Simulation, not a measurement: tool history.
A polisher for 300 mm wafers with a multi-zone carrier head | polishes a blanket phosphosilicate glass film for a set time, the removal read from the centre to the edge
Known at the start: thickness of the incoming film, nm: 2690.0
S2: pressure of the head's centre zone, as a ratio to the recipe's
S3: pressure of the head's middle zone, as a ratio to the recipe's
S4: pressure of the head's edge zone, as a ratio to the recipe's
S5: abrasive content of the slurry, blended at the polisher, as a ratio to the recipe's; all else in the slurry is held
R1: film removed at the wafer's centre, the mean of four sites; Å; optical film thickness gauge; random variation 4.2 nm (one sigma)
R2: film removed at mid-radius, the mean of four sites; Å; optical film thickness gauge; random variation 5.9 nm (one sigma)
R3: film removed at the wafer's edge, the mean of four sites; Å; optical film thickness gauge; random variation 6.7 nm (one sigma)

{"run": 1, "hour": 0.0, "flow of slurry (ml/min)": 315, "S2": 1.0, "S3": 1.0, "S4": 1.0, "S5": 1.0, "polishing time (s)": 72, "R1": 6201.0, "R2": 6295.0, "R3": 6331.6}
{"run": 2, "hour": 1.4, "flow of slurry (ml/min)": 315, "S2": 1.0, "S3": 1.08, "S4": 1.0, "S5": 1.0, "polishing time (s)": 72, "R1": 6248.1, "R2": 6549.3, "R3": 6284.0}
{"run": 3, "hour": 8.7, "flow of slurry (ml/min)": 315, "S2": 1.0, "S3": 1.08, "S4": 0.97, "S5": 1.0, "polishing time (s)": 72, "R1": 6125.4, "R2": 6611.2, "R3": 6309.6}
{"run": 4, "hour": 17.5, "flow of slurry (ml/min)": 305, "S2": 0.98, "S3": 1.03, "S4": 0.98, "S5": 0.9, "polishing time (s)": 72, "R1": 5828.8, "R2": 6058.5, "R3": 6000.5}
{"run": 5, "hour": 23.0, "flow of slurry (ml/min)": 305, "S2": 1.04, "S3": 1.03, "S4": 0.98, "S5": 0.9, "polishing time (s)": 72, "R1": 6151.5, "R2": 6026.5, "R3": 6056.2}
{"run": 6, "hour": 25.2, "flow of slurry (ml/min)": 295, "S2": 1.0, "S3": 1.0, "S4": 0.99, "S5": 0.85, "polishing time (s)": 72, "R1": 5828.6, "R2": 5686.4, "R3": 5872.9}

Run 7 comes next. What will it give?
{"run": 7, "hour": 26.5, "flow of slurry (ml/min)": 290, "S2": 0.96, "S3": 0.98, "S4": 0.99, "S5": 0.8, "polishing time (s)": 72, "R1": "?", "R2": "?", "R3": "?"}

Run 7 gave R1 5473.0 Å, R2 5533.9 Å, R3 5702.4 Å.
